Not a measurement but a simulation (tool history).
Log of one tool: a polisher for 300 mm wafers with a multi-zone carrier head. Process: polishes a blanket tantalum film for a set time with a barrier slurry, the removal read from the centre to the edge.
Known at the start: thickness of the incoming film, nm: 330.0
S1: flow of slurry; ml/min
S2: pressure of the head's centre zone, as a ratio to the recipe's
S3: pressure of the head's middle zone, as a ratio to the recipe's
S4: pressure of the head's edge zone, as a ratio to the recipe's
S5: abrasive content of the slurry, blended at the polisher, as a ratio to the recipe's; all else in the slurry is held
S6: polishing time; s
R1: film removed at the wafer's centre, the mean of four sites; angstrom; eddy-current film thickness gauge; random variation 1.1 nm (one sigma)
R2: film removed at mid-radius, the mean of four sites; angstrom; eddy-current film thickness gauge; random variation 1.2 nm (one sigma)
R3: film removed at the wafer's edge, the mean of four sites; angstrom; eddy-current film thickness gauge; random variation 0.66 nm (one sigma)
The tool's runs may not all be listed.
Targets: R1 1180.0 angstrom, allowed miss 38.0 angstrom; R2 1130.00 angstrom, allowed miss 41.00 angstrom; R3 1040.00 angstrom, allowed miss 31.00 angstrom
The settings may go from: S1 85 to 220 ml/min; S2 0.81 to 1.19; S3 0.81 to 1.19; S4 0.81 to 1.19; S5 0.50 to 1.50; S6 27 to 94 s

run,hour,S1,S2,S3,S4,S5,S6,R1,R2,R3
1,0.0,140,1.00,1.00,1.00,1.00,60,1003.0,969.19,1001.50
2,5.6,140,1.00,1.00,1.00,1.15,60,1029.1,1011.10,1039.00
3,7.5,140,1.05,1.00,1.00,1.15,60,1086.7,1015.30,1022.90
4,15.0,140,1.11,1.00,1.00,1.15,60,1154.9,1016.50,1028.50
5,20.8,145,1.11,1.01,1.00,1.15,60,1145.5,1014.70,1049.20
6,24.9,145,1.11,1.05,1.00,1.15,60,1154.2,1075.50,1046.70
7,26.6,150,1.12,1.07,0.98,1.15,60,1163.5,1075.40,1028.40
8,27.6,150,1.12,1.08,0.98,1.15,60,1171.1,1084.00,1029.20

Which of these 4 next moves meets every target?
A,28.6,170,1.12,1.07,1.04,1.15,56,?,?,?
B,28.6,180,1.09,0.95,0.93,1.05,61,?,?,?
C,28.6,145,1.13,1.14,1.00,1.30,59,?,?,?
D,28.6,155,1.19,1.15,0.97,1.05,59,?,?,?

move,R1,R2,R3
A,1130.0,1035.60,1016.00
B,1181.9,1025.90,1033.40
C,1196.7,1140.60,1057.70
D,1214.1,1103.00,998.33
A: further off than the last run
B: further off than the last run
C: meets every target
D: brings the result that was furthest off to its target, and leaves another outside
The right move is C.
